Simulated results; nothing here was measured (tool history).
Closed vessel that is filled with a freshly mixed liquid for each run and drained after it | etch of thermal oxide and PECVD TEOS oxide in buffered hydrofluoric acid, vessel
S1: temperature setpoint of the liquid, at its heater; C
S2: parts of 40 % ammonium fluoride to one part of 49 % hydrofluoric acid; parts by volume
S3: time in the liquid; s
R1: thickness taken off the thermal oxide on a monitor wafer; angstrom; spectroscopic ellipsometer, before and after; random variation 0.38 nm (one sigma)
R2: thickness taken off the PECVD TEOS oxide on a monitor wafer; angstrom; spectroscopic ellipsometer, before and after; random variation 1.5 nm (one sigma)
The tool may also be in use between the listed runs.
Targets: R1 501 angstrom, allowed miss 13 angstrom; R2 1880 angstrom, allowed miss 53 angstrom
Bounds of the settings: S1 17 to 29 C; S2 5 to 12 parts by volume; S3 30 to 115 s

run 1 hour=0 | S1=21 S2=7 S3=60 | R1=786.63 R2=2880.7
run 2 hour=4.6 | S1=21 S2=8 S3=60 | R1=668.69 R2=2537.3
run 3 hour=11.5 | S1=20 S2=8 S3=60 | R1=642.18 R2=2408.7
run 4 hour=14.7 | S1=20 S2=8 S3=35 | R1=376.04 R2=1412.8
run 5 hour=17 | S1=21 S2=8 S3=35 | R1=396.78 R2=1501
run 6 hour=18 | S1=19 S2=8 S3=35 | R1=355.1 R2=1326.6
run 7 hour=24.2 | S1=19 S2=8 S3=35 | R1=354.7 R2=1324.1
run 8 hour=28.2 | S1=20 S2=8 S3=35 | R1=372.07 R2=1404.4
-- hour=30.7 thermometer replaced
run 9 hour=30.7 | S1=21 S2=8 S3=35 | R1=368.44 R2=1386.8

Which of these 5 next moves meets every target?
run A hour=33.2 | S1=22.5 S2=8.5 S3=50 | R1=? R2=?
run B hour=33.2 | S1=19.5 S2=8.5 S3=60 | R1=? R2=?
run C hour=33.2 | S1=19 S2=10 S3=70 | R1=? R2=?
run D hour=33.2 | S1=20 S2=6 S3=40 | R1=? R2=?
run E hour=33.2 | S1=23 S2=9.5 S3=50 | R1=? R2=?

move=A R1=539.46 R2=1996.1
move=B R1=547.93 R2=2027.5
move=C R1=546.59 R2=2022.5
move=D R1=529.8 R2=1960.4
move=E R1=503.71 R2=1863.9
A: takes the result that was furthest off past its target
B: takes the result that was furthest off past its target
C: takes the result that was furthest off past its target
D: takes the result that was furthest off past its target
E: meets every target
The right move is E.
